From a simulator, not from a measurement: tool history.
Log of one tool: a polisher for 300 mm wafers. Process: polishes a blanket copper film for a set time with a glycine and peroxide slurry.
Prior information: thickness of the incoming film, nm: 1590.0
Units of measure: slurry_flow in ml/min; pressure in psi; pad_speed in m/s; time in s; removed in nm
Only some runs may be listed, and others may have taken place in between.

run	hour	slurry_flow	pressure	pad_speed	time	removed
1	0	255	3.4	0.86	40	232.97
2	2.3	315	3.4	0.86	40	230.8
3	7.4	315	3.6	0.88	40	251.33
4	14	315	3.6	0.78	40	231.2
5	18.8	315	3.2	0.78	40	209.87
6	25.8	275	3.2	0.78	40	207.3
7	29.6	275	3.4	0.8	40	220.39
8	30.8	275	3.6	0.82	40	237.38

Run 9 comes next. What will it give?
9	32.7	275	3.6	0.82	40	?

removed: 236.13 nm
